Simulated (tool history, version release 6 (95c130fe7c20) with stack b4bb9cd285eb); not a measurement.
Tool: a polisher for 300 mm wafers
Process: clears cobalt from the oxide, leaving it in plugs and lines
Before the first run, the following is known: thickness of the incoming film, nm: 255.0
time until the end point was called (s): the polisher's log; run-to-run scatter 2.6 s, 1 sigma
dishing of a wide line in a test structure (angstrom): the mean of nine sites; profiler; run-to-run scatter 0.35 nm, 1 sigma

run	hour	flow of slurry (ml/min)	pressure of the wafer on the pad (kPa)	speed of the pad under the wafer (cm/s)	overpolish time after the end point (s)	time until the end point was called (s)	dishing of a wide line in a test structure (angstrom)
1	0	270	11	80	11	94.184	255.1
2	5.7	270	9.7	80	13	103.14	281.37
3	13.1	270	9.7	62	13	130.71	223.18
4	14.3	270	9	62	14	137.33	235.2
5	23	225	9	62	14	142.11	228.23
6	31.3	225	7.6	62	14	148.86	207.88
7	40.3	225	8.3	62	15	142.71	232.9

Run 8 is up next; what results do you expect?
8	43.2	230	8.3	62	16	?	?

{"run 8": {"time until the end point was called (s)": 147.51, "dishing of a wide line in a test structure (angstrom)": 245.64}}
